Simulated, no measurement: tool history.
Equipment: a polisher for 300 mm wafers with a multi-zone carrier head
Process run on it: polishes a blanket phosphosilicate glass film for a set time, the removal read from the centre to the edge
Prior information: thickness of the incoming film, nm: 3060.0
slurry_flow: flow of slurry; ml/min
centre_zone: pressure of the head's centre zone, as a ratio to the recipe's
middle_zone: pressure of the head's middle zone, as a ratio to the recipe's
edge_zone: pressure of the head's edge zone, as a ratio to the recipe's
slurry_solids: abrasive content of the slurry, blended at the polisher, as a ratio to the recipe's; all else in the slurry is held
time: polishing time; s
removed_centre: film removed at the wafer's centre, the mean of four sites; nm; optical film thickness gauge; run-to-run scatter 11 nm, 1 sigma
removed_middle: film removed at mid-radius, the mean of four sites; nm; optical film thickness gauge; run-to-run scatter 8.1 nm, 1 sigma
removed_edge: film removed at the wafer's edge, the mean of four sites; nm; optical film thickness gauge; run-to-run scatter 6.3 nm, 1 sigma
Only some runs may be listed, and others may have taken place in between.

| run | day | slurry_flow | centre_zone | middle_zone | edge_zone | slurry_solids | time | removed_centre | removed_middle | removed_edge |
|---|---|---|---|---|---|---|---|---|---|---|
| 1 | 0.000 | 190 | 1.00 | 1.00 | 1.00 | 1.00 | 72 | 570.72 | 558.30 | 566.86 |
| 2 | 0.133 | 195 | 1.01 | 1.02 | 1.02 | 1.05 | 72 | 594.97 | 586.67 | 569.86 |
| 3 | 0.438 | 195 | 1.01 | 1.02 | 1.05 | 1.05 | 72 | 579.32 | 589.59 | 583.01 |
| 4 | 0.683 | 195 | 1.02 | 1.02 | 1.06 | 1.10 | 73 | 620.13 | 602.08 | 609.15 |
| 5 | 0.904 | 195 | 1.02 | 1.02 | 1.06 | 1.20 | 73 | 643.22 | 632.93 | 623.24 |
| 6 | 0.954 | 195 | 1.03 | 1.02 | 1.07 | 1.25 | 74 | 660.26 | 652.78 | 657.03 |
| 7 | 1.188 | 200 | 1.04 | 1.03 | 1.08 | 1.30 | 75 | 705.80 | 678.58 | 667.32 |
| 8 | 1.383 | 210 | 1.02 | 1.07 | 1.13 | 1.50 | 86 | 824.79 | 851.74 | 844.16 |

Run 9 has not been measured yet. What should we expect?
| 9 | 1.408 | 210 | 1.02 | 1.07 | 1.13 | 1.50 | 86 | ? | ? | ? |

{"run 9": {"removed_centre": 833.33, "removed_middle": 853.54, "removed_edge": 833.9}}

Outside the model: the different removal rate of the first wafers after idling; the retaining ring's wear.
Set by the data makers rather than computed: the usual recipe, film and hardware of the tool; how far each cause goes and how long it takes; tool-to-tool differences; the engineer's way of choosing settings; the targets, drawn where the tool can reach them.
